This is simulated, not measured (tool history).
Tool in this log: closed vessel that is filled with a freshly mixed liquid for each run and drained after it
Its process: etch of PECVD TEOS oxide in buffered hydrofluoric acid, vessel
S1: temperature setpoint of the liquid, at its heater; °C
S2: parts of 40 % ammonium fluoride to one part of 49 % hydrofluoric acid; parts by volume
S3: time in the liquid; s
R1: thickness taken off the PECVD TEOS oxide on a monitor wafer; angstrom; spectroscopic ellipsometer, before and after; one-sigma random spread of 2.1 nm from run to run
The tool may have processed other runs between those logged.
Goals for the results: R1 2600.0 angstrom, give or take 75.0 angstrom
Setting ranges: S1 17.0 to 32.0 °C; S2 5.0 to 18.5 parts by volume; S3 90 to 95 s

{"run": 1, "hour": 0.0, "S1": 24.0, "S2": 11.5, "S3": 90, "R1": 1385.7}
{"run": 2, "hour": 8.4, "S1": 26.0, "S2": 11.0, "S3": 90, "R1": 1569.6}
{"run": 3, "hour": 16.9, "S1": 26.0, "S2": 11.0, "S3": 95, "R1": 1708.2}
{"run": 4, "hour": 19.3, "S1": 27.5, "S2": 10.5, "S3": 95, "R1": 1913.6}
{"run": 5, "hour": 22.3, "S1": 28.5, "S2": 10.0, "S3": 95, "R1": 2128.9}
{"run": 6, "hour": 28.0, "S1": 29.5, "S2": 10.0, "S3": 95, "R1": 2231.8}
{"run": 7, "hour": 28.9, "S1": 30.0, "S2": 10.0, "S3": 95, "R1": 2252.4}
{"run": 8, "hour": 34.2, "S1": 30.5, "S2": 10.0, "S3": 95, "R1": 2347.9}
{"run": 9, "hour": 42.7, "S1": 31.0, "S2": 10.0, "S3": 95, "R1": 2402.0}
{"run": 10, "hour": 50.1, "S1": 31.5, "S2": 10.0, "S3": 95, "R1": 2426.7}

Which of these 4 next moves meets every target?
{"run": "A", "hour": 57.5, "S1": 31.5, "S2": 8.5, "S3": 95, "R1": "?"}
{"run": "B", "hour": 57.5, "S1": 31.5, "S2": 11.0, "S3": 95, "R1": "?"}
{"run": "C", "hour": 57.5, "S1": 29.0, "S2": 10.0, "S3": 95, "R1": "?"}
{"run": "D", "hour": 57.5, "S1": 32.0, "S2": 9.0, "S3": 90, "R1": "?"}

move=A R1=2821.9
move=B R1=2258.3
move=C R1=2173.9
move=D R1=2647.0
A: carries the result that was furthest off beyond its target, to the other side
B: misses by more than the last run did
C: misses by more than the last run did
D: hits every target within its allowed miss
D is the move that brings every result within its allowed miss.

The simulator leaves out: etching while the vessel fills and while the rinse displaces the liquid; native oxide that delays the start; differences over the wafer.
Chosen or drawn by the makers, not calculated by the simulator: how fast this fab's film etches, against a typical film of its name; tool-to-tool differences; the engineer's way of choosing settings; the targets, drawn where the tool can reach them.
